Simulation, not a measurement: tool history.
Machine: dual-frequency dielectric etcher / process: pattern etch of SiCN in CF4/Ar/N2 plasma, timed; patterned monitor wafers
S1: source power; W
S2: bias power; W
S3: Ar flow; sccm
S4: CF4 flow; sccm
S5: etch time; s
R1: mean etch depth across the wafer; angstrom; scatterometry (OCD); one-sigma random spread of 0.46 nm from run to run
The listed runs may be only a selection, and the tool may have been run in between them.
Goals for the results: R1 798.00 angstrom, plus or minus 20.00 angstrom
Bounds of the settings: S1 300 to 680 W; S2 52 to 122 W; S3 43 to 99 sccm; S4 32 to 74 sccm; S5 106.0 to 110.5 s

{"run": 1, "hour": 0.0, "S1": 490, "S2": 87, "S3": 71, "S4": 53, "S5": 106.0, "R1": 1034.3}
{"run": 2, "hour": 6.7, "S1": 450, "S2": 87, "S3": 71, "S4": 53, "S5": 106.0, "R1": 972.88}
{"run": 3, "hour": 8.1, "S1": 430, "S2": 87, "S3": 71, "S4": 53, "S5": 106.0, "R1": 936.81}
{"run": 4, "hour": 16.1, "S1": 460, "S2": 87, "S3": 71, "S4": 53, "S5": 106.0, "R1": 979.71}
{"run": 5, "hour": 19.8, "S1": 440, "S2": 87, "S3": 71, "S4": 53, "S5": 106.0, "R1": 958.77}
{"run": 6, "hour": 27.4, "S1": 440, "S2": 87, "S3": 71, "S4": 44, "S5": 106.0, "R1": 935.43}
{"run": 7, "hour": 33.3, "S1": 430, "S2": 87, "S3": 71, "S4": 44, "S5": 106.0, "R1": 914.19}
{"run": 8, "hour": 41.7, "S1": 420, "S2": 87, "S3": 71, "S4": 44, "S5": 106.0, "R1": 901.52}
{"run": 9, "hour": 49.6, "S1": 410, "S2": 87, "S3": 71, "S4": 44, "S5": 106.0, "R1": 884.63}
{"run": 10, "hour": 55.6, "S1": 400, "S2": 87, "S3": 71, "S4": 44, "S5": 106.0, "R1": 871.58}
{"run": 11, "hour": 57.9, "S1": 390, "S2": 87, "S3": 71, "S4": 44, "S5": 106.0, "R1": 854.95}
{"run": 12, "hour": 62.0, "S1": 380, "S2": 87, "S3": 71, "S4": 44, "S5": 106.0, "R1": 843.25}

5 candidate next runs follow, results not yet known. Just one meets every target within its allowed miss. Identify it.
{"run": "A", "hour": 66.1, "S1": 370, "S2": 83, "S3": 74, "S4": 42, "S5": 106.0, "R1": "?"}
{"run": "B", "hour": 66.1, "S1": 400, "S2": 83, "S3": 63, "S4": 39, "S5": 110.5, "R1": "?"}
{"run": "C", "hour": 66.1, "S1": 410, "S2": 76, "S3": 72, "S4": 37, "S5": 108.0, "R1": "?"}
{"run": "D", "hour": 66.1, "S1": 340, "S2": 91, "S3": 66, "S4": 49, "S5": 110.5, "R1": "?"}
{"run": "E", "hour": 66.1, "S1": 380, "S2": 91, "S3": 73, "S4": 42, "S5": 107.5, "R1": "?"}

move=A R1=802.87
move=B R1=897.59
move=C R1=851.54
move=D R1=835.71
move=E R1=849.57
A: meets every target
B: lands further from the targets than the last run did
C: lands further from the targets than the last run did
D: closer than the last run, but not yet in spec
E: lands further from the targets than the last run did
A meets every target.

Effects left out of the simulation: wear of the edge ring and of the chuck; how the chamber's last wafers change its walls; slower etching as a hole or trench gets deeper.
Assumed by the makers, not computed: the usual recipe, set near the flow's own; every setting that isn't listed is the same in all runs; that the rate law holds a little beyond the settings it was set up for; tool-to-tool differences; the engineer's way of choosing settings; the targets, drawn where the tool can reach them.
